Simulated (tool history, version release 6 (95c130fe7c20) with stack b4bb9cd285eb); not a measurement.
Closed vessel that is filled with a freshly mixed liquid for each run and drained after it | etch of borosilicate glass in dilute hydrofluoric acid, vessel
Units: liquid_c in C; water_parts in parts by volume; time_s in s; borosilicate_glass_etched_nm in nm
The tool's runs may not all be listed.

Run 1, hour 0.0: liquid_c 20.0 C, water_parts 185 parts by volume, time_s 30 s. Result: borosilicate_glass_etched_nm 4.2086 nm.
Run 2, hour 6.3: liquid_c 22.0 C, water_parts 170 parts by volume, time_s 30 s. Result: borosilicate_glass_etched_nm 4.9851 nm.
Run 3, hour 14.1: liquid_c 22.0 C, water_parts 170 parts by volume, time_s 30 s. Result: borosilicate_glass_etched_nm 5.0372 nm.
Run 4, hour 23.1: liquid_c 25.5 C, water_parts 170 parts by volume, time_s 30 s. Result: borosilicate_glass_etched_nm 5.7226 nm.
Run 5, hour 31.4: liquid_c 25.5 C, water_parts 200 parts by volume, time_s 30 s. Result: borosilicate_glass_etched_nm 4.7069 nm.
Run 6, hour 38.3: liquid_c 25.5 C, water_parts 230 parts by volume, time_s 30 s. Result: borosilicate_glass_etched_nm 4.0446 nm.
At hour 46.3: thermometer replaced.
Run 7, hour 46.3: liquid_c 26.0 C, water_parts 205 parts by volume, time_s 30 s. Result: borosilicate_glass_etched_nm 5.0561 nm.

Forecast run 8:
Run 8, hour 51.2: liquid_c 26.5 C, water_parts 190 parts by volume, time_s 30 s. Result: borosilicate_glass_etched_nm ?.

Run 8 gave borosilicate_glass_etched_nm 5.5187 nm.
